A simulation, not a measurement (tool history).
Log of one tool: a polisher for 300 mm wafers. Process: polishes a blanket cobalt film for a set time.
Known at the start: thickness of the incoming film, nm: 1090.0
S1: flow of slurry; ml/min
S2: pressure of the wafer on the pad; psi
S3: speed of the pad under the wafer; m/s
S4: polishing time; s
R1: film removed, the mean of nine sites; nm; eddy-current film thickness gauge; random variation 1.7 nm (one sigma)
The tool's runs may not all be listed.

{"run": 1, "day": 0.0, "S1": 185, "S2": 2.2, "S3": 0.94, "S4": 69, "R1": 337.5}
{"run": 2, "day": 0.279, "S1": 185, "S2": 2.5, "S3": 0.94, "S4": 69, "R1": 378.97}
{"run": 3, "day": 0.45, "S1": 185, "S2": 2.9, "S3": 0.94, "S4": 69, "R1": 453.25}
{"run": 4, "day": 0.629, "S1": 185, "S2": 2.7, "S3": 0.92, "S4": 69, "R1": 410.96}
{"run": 5, "day": 0.892, "S1": 155, "S2": 2.7, "S3": 0.92, "S4": 69, "R1": 396.89}
{"run": 6, "day": 1.154, "S1": 155, "S2": 2.7, "S3": 0.92, "S4": 73, "R1": 417.02}
{"run": 7, "day": 1.321, "S1": 155, "S2": 2.7, "S3": 0.92, "S4": 73, "R1": 429.09}
{"run": 8, "day": 1.533, "S1": 155, "S2": 2.5, "S3": 0.88, "S4": 73, "R1": 379.48}
{"run": 9, "day": 1.796, "S1": 155, "S2": 2.4, "S3": 0.84, "S4": 73, "R1": 340.73}
{"run": 10, "day": 1.833, "S1": 150, "S2": 1.8, "S3": 0.7, "S4": 73, "R1": 217.19}

The next listed run, before its measurement:
{"run": 11, "day": 1.992, "S1": 150, "S2": 1.7, "S3": 0.7, "S4": 73, "R1": "?"}

Run 11 gave R1 204.82 nm.
